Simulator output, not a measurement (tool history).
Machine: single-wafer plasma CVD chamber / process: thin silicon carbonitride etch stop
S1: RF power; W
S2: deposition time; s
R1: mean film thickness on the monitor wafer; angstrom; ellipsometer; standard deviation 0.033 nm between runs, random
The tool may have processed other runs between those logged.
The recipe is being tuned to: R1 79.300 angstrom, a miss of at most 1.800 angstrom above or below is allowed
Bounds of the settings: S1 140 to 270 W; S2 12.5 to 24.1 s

run 1 hour=0.0 | S1=205 S2=18.3 | R1=97.816
run 2 hour=0.5 | S1=230 S2=18.3 | R1=102.430
run 3 hour=5.6 | S1=215 S2=18.3 | R1=99.268
run 4 hour=7.3 | S1=200 S2=17.6 | R1=93.915
run 5 hour=12.0 | S1=200 S2=18.5 | R1=98.552
run 6 hour=19.7 | S1=190 S2=17.6 | R1=92.186
run 7 hour=23.6 | S1=180 S2=17.0 | R1=88.024
run 8 hour=29.5 | S1=175 S2=16.6 | R1=84.323
run 9 hour=33.5 | S1=170 S2=16.5 | R1=83.488
run 10 hour=35.0 | S1=170 S2=16.5 | R1=83.465
run 11 hour=43.3 | S1=165 S2=16.4 | R1=82.521

Exactly one of the 5 candidate moves below puts every result within its allowed miss. Which one?
run A hour=51.6 | S1=165 S2=16.8 | R1=?
run B hour=51.6 | S1=165 S2=15.8 | R1=?
run C hour=51.6 | S1=175 S2=16.3 | R1=?
run D hour=51.6 | S1=170 S2=16.4 | R1=?
run E hour=51.6 | S1=175 S2=16.5 | R1=?

move=A R1=84.238
move=B R1=79.224
move=C R1=83.362
move=D R1=83.062
move=E R1=84.385
A: the biggest miss grows against the last run
B: meets every target
C: the biggest miss grows against the last run
D: the biggest miss grows against the last run
E: the biggest miss grows against the last run
The right move is B.
